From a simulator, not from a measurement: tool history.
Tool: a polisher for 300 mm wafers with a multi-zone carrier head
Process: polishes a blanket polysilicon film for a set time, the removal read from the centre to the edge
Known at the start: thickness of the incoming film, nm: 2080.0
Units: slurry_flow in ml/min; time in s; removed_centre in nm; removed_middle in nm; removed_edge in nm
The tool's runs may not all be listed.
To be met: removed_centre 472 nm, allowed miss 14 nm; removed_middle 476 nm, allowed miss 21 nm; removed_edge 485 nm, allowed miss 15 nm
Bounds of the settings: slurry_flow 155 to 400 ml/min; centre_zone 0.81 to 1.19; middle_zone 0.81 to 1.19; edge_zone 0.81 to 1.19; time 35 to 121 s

run 1 hour=0 | slurry_flow=255 centre_zone=1 middle_zone=1 edge_zone=1 time=78 | removed_centre=762.79 removed_middle=756.44 removed_edge=747.95
run 2 hour=2 | slurry_flow=250 centre_zone=0.97 middle_zone=0.97 edge_zone=0.97 time=71 | removed_centre=667.21 removed_middle=664.36 removed_edge=670.89
run 3 hour=9.8 | slurry_flow=250 centre_zone=0.89 middle_zone=0.97 edge_zone=0.97 time=71 | removed_centre=617.62 removed_middle=659.47 removed_edge=676.85
run 4 hour=12.4 | slurry_flow=250 centre_zone=0.89 middle_zone=0.97 edge_zone=0.97 time=58 | removed_centre=502.42 removed_middle=561.37 removed_edge=548.04
run 5 hour=17.7 | slurry_flow=245 centre_zone=0.89 middle_zone=0.95 edge_zone=0.94 time=57 | removed_centre=492.54 removed_middle=520.21 removed_edge=544.17
run 6 hour=18.5 | slurry_flow=245 centre_zone=0.89 middle_zone=0.95 edge_zone=0.89 time=57 | removed_centre=501.66 removed_middle=525.73 removed_edge=524.01
run 7 hour=20.4 | slurry_flow=235 centre_zone=0.88 middle_zone=0.94 edge_zone=0.87 time=56 | removed_centre=475.4 removed_middle=510.37 removed_edge=508.41
run 8 hour=22.3 | slurry_flow=230 centre_zone=0.89 middle_zone=0.93 edge_zone=0.86 time=56 | removed_centre=480.7 removed_middle=502.18 removed_edge=504.32

5 next moves are on the table. One of them brings every result within its allowed miss. Which?
run A hour=24.2 | slurry_flow=260 centre_zone=0.95 middle_zone=1.03 edge_zone=0.85 time=54 | removed_centre=? removed_middle=? removed_edge=?
run B hour=24.2 | slurry_flow=210 centre_zone=0.89 middle_zone=0.84 edge_zone=0.93 time=57 | removed_centre=? removed_middle=? removed_edge=?
run C hour=24.2 | slurry_flow=205 centre_zone=0.89 middle_zone=0.88 edge_zone=0.84 time=55 | removed_centre=? removed_middle=? removed_edge=?
run D hour=24.2 | slurry_flow=235 centre_zone=0.82 middle_zone=0.91 edge_zone=0.82 time=60 | removed_centre=? removed_middle=? removed_edge=?
run E hour=24.2 | slurry_flow=240 centre_zone=0.84 middle_zone=0.93 edge_zone=0.85 time=58 | removed_centre=? removed_middle=? removed_edge=?

move=A removed_centre=502.07 removed_middle=547.34 removed_edge=486.7
move=B removed_centre=484.67 removed_middle=483.18 removed_edge=528.43
move=C removed_centre=466.54 removed_middle=482.01 removed_edge=485.69
move=D removed_centre=475.63 removed_middle=547.07 removed_edge=529.32
move=E removed_centre=472.18 removed_middle=538.82 removed_edge=520.52
A: brings the result that was furthest off to its target, and leaves another outside
B: further off than the last run
C: meets every target
D: further off than the last run
E: further off than the last run
Move C is the one to make.
